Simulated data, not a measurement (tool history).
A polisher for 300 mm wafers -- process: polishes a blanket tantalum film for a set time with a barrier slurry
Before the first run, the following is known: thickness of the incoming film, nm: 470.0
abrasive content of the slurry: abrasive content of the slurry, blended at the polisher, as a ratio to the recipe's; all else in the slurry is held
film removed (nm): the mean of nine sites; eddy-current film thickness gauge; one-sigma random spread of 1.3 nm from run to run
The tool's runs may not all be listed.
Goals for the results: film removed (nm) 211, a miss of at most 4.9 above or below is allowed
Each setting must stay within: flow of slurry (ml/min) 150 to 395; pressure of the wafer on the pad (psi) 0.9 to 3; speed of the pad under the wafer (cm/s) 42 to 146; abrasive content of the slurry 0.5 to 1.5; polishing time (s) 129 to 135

run  hour  flow of slurry (ml/min)  pressure of the wafer on the pad (psi)  speed of the pad under the wafer (cm/s)  abrasive content of the slurry  polishing time (s)  film removed (nm)
  1     0                      250                                     1.9                                       94                               1                 129             171.95
  2   8.9                      250                                     1.9                                       94                               1                 135             179.57
  3    17                      185                                     1.9                                       94                               1                 135             174.06
  4  20.8                      185                                     1.9                                       82                               1                 135             152.22
  5    23                      210                                       2                                       82                               1                 135             162.89
  6  29.2                      210                                       2                                       82                               1                 135             162.42
  7  36.4                      230                                     2.1                                       82                               1                 135             171.02
  8  43.4                      230                                     2.1                                       82                               1                 135             172.32
  9  44.7                      245                                     2.2                                       82                               1                 135             183.11
 10  46.8                      260                                     2.3                                       82                               1                 135             191.88
 11  50.3                      270                                     2.3                                       82                               1                 135             192.02

Consider the 4 candidate settings below. Which is the only one whose results all fall within their allowed miss of target?
  A  53.8                      250                                     2.7                                       62                               1                 131                  ?
  B  53.8                      310                                     2.8                                       70                            0.75                 135                  ?
  C  53.8                      290                                     2.4                                       74                            1.05                 135                  ?
  D  53.8                      250                                     2.5                                       88                               1                 129                  ?

move  film removed (nm)
   A             163.88
   B             176.99
   C             184.08
   D             209.64
A: further off than the last run
B: further off than the last run
C: further off than the last run
D: every result within its allowed miss
So the answer is move D, the one that meets all the targets.
